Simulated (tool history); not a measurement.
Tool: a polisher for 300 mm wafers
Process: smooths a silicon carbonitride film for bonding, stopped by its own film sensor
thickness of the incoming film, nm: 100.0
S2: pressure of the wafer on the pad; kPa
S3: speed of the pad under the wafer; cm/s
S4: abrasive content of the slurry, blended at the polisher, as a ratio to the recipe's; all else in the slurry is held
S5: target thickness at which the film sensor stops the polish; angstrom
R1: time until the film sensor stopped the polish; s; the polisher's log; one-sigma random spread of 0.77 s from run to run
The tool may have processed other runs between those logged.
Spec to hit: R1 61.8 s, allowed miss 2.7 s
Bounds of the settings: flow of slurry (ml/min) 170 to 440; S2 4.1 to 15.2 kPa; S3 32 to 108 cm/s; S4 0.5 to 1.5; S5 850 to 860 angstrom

run 1 hour=0 | flow_of_slurry_(ml/min)=280 S2=9.7 S3=70 S4=1 S5=850 | R1=129.47
run 2 hour=5.4 | flow_of_slurry_(ml/min)=280 S2=9.7 S3=70 S4=0.8 S5=850 | R1=151.27
run 3 hour=13.4 | flow_of_slurry_(ml/min)=280 S2=9.7 S3=70 S4=0.65 S5=850 | R1=178.54
run 4 hour=21.3 | flow_of_slurry_(ml/min)=280 S2=9.7 S3=70 S4=0.65 S5=860 | R1=171.98
run 5 hour=23.5 | flow_of_slurry_(ml/min)=280 S2=11 S3=78 S4=0.65 S5=860 | R1=137.34
run 6 hour=32.2 | flow_of_slurry_(ml/min)=280 S2=10.3 S3=78 S4=0.65 S5=860 | R1=145.87
run 7 hour=33.1 | flow_of_slurry_(ml/min)=280 S2=11.7 S3=86 S4=0.65 S5=860 | R1=122.78
run 8 hour=37.6 | flow_of_slurry_(ml/min)=280 S2=12.4 S3=92 S4=0.7 S5=860 | R1=102.56
run 9 hour=38.3 | flow_of_slurry_(ml/min)=280 S2=13.1 S3=96 S4=0.75 S5=860 | R1=87.127
run 10 hour=43.1 | flow_of_slurry_(ml/min)=280 S2=13.8 S3=98 S4=0.75 S5=860 | R1=83.983
run 11 hour=44.7 | flow_of_slurry_(ml/min)=280 S2=13.8 S3=100 S4=0.8 S5=860 | R1=78.974
run 12 hour=50.1 | flow_of_slurry_(ml/min)=280 S2=13.8 S3=102 S4=0.8 S5=860 | R1=77.583
run 13 hour=51.2 | flow_of_slurry_(ml/min)=280 S2=13.8 S3=104 S4=0.8 S5=860 | R1=76.866
run 14 hour=54 | flow_of_slurry_(ml/min)=285 S2=14.5 S3=106 S4=0.85 S5=860 | R1=67.26
run 15 hour=58.2 | flow_of_slurry_(ml/min)=285 S2=15.2 S3=108 S4=0.85 S5=860 | R1=64.677

Of the 4 settings listed for the next run, only one would bring every result within its allowed miss of target. Which one?
run A hour=62.4 | flow_of_slurry_(ml/min)=285 S2=14.5 S3=106 S4=0.95 S5=850 | R1=?
run B hour=62.4 | flow_of_slurry_(ml/min)=365 S2=15.2 S3=108 S4=0.8 S5=860 | R1=?
run C hour=62.4 | flow_of_slurry_(ml/min)=275 S2=13.8 S3=108 S4=1.05 S5=860 | R1=?
run D hour=62.4 | flow_of_slurry_(ml/min)=270 S2=13.8 S3=108 S4=0.9 S5=860 | R1=?

move=A R1=69.192
move=B R1=67.296
move=C R1=62.877
move=D R1=69.332
A: lands further from the targets than the last run did
B: lands further from the targets than the last run did
C: all results land within tolerance of their targets
D: lands further from the targets than the last run did
C meets every target.

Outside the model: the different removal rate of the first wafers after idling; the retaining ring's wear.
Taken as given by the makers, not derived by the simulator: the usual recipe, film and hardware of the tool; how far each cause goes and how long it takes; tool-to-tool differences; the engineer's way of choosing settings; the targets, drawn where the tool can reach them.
